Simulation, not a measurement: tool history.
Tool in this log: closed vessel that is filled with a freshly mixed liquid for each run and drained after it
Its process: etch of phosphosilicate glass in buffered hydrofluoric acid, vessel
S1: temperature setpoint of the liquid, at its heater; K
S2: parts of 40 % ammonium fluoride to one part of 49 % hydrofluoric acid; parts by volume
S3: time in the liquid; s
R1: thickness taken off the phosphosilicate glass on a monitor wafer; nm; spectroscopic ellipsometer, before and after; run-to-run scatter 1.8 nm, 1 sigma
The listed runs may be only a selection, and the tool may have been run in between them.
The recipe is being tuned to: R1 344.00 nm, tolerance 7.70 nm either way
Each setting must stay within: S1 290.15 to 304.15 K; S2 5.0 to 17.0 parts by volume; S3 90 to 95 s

| run | day | S1 | S2 | S3 | R1 |
|---|---|---|---|---|---|
| 1 | 0.000 | 296.15 | 10.5 | 90 | 480.37 |
| 2 | 0.050 | 296.15 | 13.5 | 90 | 374.62 |
| 3 | 0.167 | 297.65 | 13.5 | 90 | 408.00 |
| 4 | 0.354 | 297.65 | 15.0 | 90 | 366.92 |
| 5 | 0.546 | 297.65 | 15.0 | 95 | 386.67 |
| 6 | 0.829 | 297.15 | 15.0 | 95 | 382.27 |
| 7 | 0.967 | 296.65 | 15.0 | 95 | 366.32 |
| 8 | 1.067 | 296.15 | 15.0 | 95 | 356.36 |
| 9 | 1.229 | 296.15 | 15.0 | 95 | 357.49 |

Next run, 4 choices. One meets every target within its allowed miss, the rest don't. Which?
| A | 1.392 | 296.65 | 16.0 | 95 | ? |
| B | 1.392 | 297.15 | 16.5 | 90 | ? |
| C | 1.392 | 294.65 | 13.5 | 95 | ? |
| D | 1.392 | 297.15 | 15.5 | 95 | ? |

| move | R1 |
|---|---|
| A | 345.75 |
| B | 326.51 |
| C | 366.29 |
| D | 366.50 |
A: all results land within tolerance of their targets
B: takes the result that was furthest off past its target
C: misses by more than the last run did
D: misses by more than the last run did
The right move is A.
